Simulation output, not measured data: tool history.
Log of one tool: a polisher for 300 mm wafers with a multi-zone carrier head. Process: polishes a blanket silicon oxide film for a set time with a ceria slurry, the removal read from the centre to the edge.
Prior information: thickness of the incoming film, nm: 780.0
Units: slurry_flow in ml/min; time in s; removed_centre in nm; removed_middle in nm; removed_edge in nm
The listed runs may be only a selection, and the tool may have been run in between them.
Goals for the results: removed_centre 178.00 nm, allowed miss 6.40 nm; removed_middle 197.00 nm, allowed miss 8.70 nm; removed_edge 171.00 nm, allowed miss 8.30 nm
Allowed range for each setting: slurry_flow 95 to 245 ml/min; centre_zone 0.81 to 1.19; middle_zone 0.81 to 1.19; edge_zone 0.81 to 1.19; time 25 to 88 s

run 1 hour=0.0 | slurry_flow=155 centre_zone=1.00 middle_zone=1.00 edge_zone=1.00 time=56 | removed_centre=261.70 removed_middle=257.96 removed_edge=253.47
run 2 hour=8.3 | slurry_flow=155 centre_zone=1.00 middle_zone=1.00 edge_zone=1.00 time=42 | removed_centre=193.13 removed_middle=193.89 removed_edge=192.91
run 3 hour=13.7 | slurry_flow=150 centre_zone=1.00 middle_zone=1.01 edge_zone=0.98 time=42 | removed_centre=193.70 removed_middle=197.44 removed_edge=193.87
run 4 hour=19.8 | slurry_flow=150 centre_zone=1.00 middle_zone=1.02 edge_zone=0.96 time=41 | removed_centre=186.98 removed_middle=191.16 removed_edge=184.51
run 5 hour=27.1 | slurry_flow=150 centre_zone=1.00 middle_zone=1.03 edge_zone=0.94 time=41 | removed_centre=193.06 removed_middle=189.28 removed_edge=182.20
run 6 hour=32.3 | slurry_flow=150 centre_zone=1.00 middle_zone=1.03 edge_zone=0.94 time=34 | removed_centre=158.85 removed_middle=159.71 removed_edge=150.89
run 7 hour=39.6 | slurry_flow=155 centre_zone=1.01 middle_zone=1.05 edge_zone=0.96 time=34 | removed_centre=160.61 removed_middle=164.04 removed_edge=149.85
run 8 hour=41.8 | slurry_flow=155 centre_zone=1.01 middle_zone=1.06 edge_zone=0.97 time=35 | removed_centre=165.73 removed_middle=165.49 removed_edge=157.93
run 9 hour=50.6 | slurry_flow=160 centre_zone=0.99 middle_zone=1.07 edge_zone=0.95 time=36 | removed_centre=166.11 removed_middle=174.68 removed_edge=164.26
run 10 hour=53.1 | slurry_flow=160 centre_zone=0.99 middle_zone=1.07 edge_zone=0.95 time=36 | removed_centre=168.47 removed_middle=174.36 removed_edge=158.25
run 11 hour=54.1 | slurry_flow=165 centre_zone=0.98 middle_zone=1.08 edge_zone=0.96 time=36 | removed_centre=166.63 removed_middle=170.22 removed_edge=169.65
run 12 hour=58.6 | slurry_flow=155 centre_zone=0.98 middle_zone=1.09 edge_zone=0.96 time=37 | removed_centre=168.60 removed_middle=182.94 removed_edge=167.59

Which single option among these 4 for the next run brings every result within its allowed miss of target? Just one does.
run A hour=63.1 | slurry_flow=245 centre_zone=0.92 middle_zone=0.99 edge_zone=0.94 time=34 | removed_centre=? removed_middle=? removed_edge=?
run B hour=63.1 | slurry_flow=155 centre_zone=0.99 middle_zone=1.18 edge_zone=0.95 time=38 | removed_centre=? removed_middle=? removed_edge=?
run C hour=63.1 | slurry_flow=230 centre_zone=1.01 middle_zone=0.97 edge_zone=0.99 time=35 | removed_centre=? removed_middle=? removed_edge=?
run D hour=63.1 | slurry_flow=175 centre_zone=0.98 middle_zone=1.00 edge_zone=0.98 time=38 | removed_centre=? removed_middle=? removed_edge=?

move=A removed_centre=157.71 removed_middle=162.36 removed_edge=161.35
move=B removed_centre=176.81 removed_middle=193.31 removed_edge=172.43
move=C removed_centre=176.86 removed_middle=163.41 removed_edge=169.32
move=D removed_centre=178.68 removed_middle=174.66 removed_edge=177.86
A: the biggest miss grows against the last run
B: each result inside its tolerance
C: the biggest miss grows against the last run
D: the biggest miss grows against the last run
The right move is B.

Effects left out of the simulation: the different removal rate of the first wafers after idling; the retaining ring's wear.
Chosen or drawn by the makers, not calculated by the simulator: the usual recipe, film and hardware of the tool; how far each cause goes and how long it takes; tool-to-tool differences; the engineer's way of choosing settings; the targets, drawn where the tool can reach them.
